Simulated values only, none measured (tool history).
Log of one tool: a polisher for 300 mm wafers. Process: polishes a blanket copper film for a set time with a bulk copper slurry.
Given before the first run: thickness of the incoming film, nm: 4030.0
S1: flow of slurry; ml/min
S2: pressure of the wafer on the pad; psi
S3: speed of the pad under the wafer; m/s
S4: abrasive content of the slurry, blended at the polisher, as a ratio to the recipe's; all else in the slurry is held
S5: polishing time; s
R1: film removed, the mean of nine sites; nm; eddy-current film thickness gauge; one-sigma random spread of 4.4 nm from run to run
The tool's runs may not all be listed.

run,hour,S1,S2,S3,S4,S5,R1
1,0.0,130,2.8,0.84,1.0,90,714.38
2,2.6,130,2.8,0.84,1.0,94,754.14
3,4.6,130,2.6,0.82,1.0,94,676.31
4,6.6,130,2.4,0.80,1.0,94,618.94
5,9.5,130,2.3,0.78,1.0,94,579.68
6,14.6,130,2.3,0.92,1.0,94,682.55
7,21.3,130,2.2,0.88,1.0,94,625.51
8,28.6,130,2.1,0.86,1.0,94,573.10
9,33.6,130,2.0,0.84,1.0,94,546.47
10,38.4,130,1.9,0.82,1.0,94,504.20
11,42.3,130,1.8,0.80,1.0,94,459.84
12,47.8,130,1.7,0.80,1.0,94,454.18

Run 13 comes next. What will it give?
13,52.7,130,1.6,0.78,1.0,94,?

{"run 13": {"R1": 412.08}}
